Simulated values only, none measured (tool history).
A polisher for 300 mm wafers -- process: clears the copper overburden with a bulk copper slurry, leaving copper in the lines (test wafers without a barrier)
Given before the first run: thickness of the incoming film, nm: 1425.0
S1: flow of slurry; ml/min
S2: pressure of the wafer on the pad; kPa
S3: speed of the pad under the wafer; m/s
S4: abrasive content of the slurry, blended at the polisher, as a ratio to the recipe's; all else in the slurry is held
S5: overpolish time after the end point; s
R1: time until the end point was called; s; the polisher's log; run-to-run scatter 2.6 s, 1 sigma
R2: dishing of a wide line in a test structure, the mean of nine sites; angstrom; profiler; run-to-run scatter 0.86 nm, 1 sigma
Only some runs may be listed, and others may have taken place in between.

Run 1, hour 0: S1 160 ml/min, S2 15.9 kPa, S3 1.2 m/s, S4 1, S5 13 s. Result: R1 135.91 s, R2 539.52 angstrom.
Run 2, hour 2.9: S1 160 ml/min, S2 15.9 kPa, S3 1.08 m/s, S4 1, S5 13 s. Result: R1 150.2 s, R2 489.37 angstrom.
Run 3, hour 5.2: S1 160 ml/min, S2 15.9 kPa, S3 1.24 m/s, S4 1, S5 13 s. Result: R1 135.68 s, R2 553.04 angstrom.
Run 4, hour 9.4: S1 160 ml/min, S2 15.2 kPa, S3 1.24 m/s, S4 1, S5 13 s. Result: R1 138.77 s, R2 509.75 angstrom.
Run 5, hour 14.2: S1 160 ml/min, S2 14.5 kPa, S3 1.24 m/s, S4 1, S5 14 s. Result: R1 145.06 s, R2 526.98 angstrom.
Run 6, hour 18.8: S1 160 ml/min, S2 14.5 kPa, S3 1.24 m/s, S4 1, S5 9 s. Result: R1 144.53 s, R2 424.14 angstrom.
Run 7, hour 24.3: S1 160 ml/min, S2 13.8 kPa, S3 1.24 m/s, S4 1, S5 10 s. Result: R1 150.49 s, R2 450.08 angstrom.
Run 8, hour 30.9: S1 160 ml/min, S2 13.1 kPa, S3 1.24 m/s, S4 1, S5 10 s. Result: R1 157.66 s, R2 421.36 angstrom.
Run 9, hour 35.1: S1 160 ml/min, S2 13.1 kPa, S3 1.24 m/s, S4 1, S5 10 s. Result: R1 161.08 s, R2 447.38 angstrom.

Run 10 is up next; what results do you expect?
Run 10, hour 40.2: S1 160 ml/min, S2 12.4 kPa, S3 1.24 m/s, S4 1, S5 10 s. Result: R1 ?, R2 ?.

Run 10 produced R1 167.86 s, R2 424.27 angstrom.
